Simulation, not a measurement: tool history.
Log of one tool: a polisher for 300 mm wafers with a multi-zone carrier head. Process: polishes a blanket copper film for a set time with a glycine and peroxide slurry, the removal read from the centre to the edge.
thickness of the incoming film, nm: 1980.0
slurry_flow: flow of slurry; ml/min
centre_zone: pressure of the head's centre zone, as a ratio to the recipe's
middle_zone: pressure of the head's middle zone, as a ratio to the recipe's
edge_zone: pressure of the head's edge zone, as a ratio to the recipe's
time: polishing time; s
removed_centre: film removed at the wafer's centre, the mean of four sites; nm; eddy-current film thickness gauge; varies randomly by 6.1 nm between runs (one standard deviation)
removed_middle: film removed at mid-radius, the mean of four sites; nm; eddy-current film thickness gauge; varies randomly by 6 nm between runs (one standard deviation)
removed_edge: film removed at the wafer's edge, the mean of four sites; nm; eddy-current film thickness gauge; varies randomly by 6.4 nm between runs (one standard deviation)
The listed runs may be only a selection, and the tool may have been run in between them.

run	hour	slurry_flow	centre_zone	middle_zone	edge_zone	time	removed_centre	removed_middle	removed_edge
1	0	280	1	1	1	63	332.11	333.11	329.94
2	4.4	280	0.93	1	1	63	299.59	327.48	324.96
3	10.9	280	0.95	0.98	1.02	66	337.97	353.06	351.68
4	19.2	275	0.94	0.95	1.05	67	335.96	334.62	366.17
5	22.6	275	0.95	0.95	1.07	69	346.94	348.67	379.41
6	24.8	275	0.97	0.95	1.08	71	362.9	367.6	384.16
7	30	275	0.97	0.93	1.08	73	374.28	357.6	394.97

The next listed run, before its measurement:
8	33.7	275	0.98	0.93	1.09	75	?	?	?

removed_centre: 391.52 nm
removed_middle: 376.09 nm
removed_edge: 410.25 nm
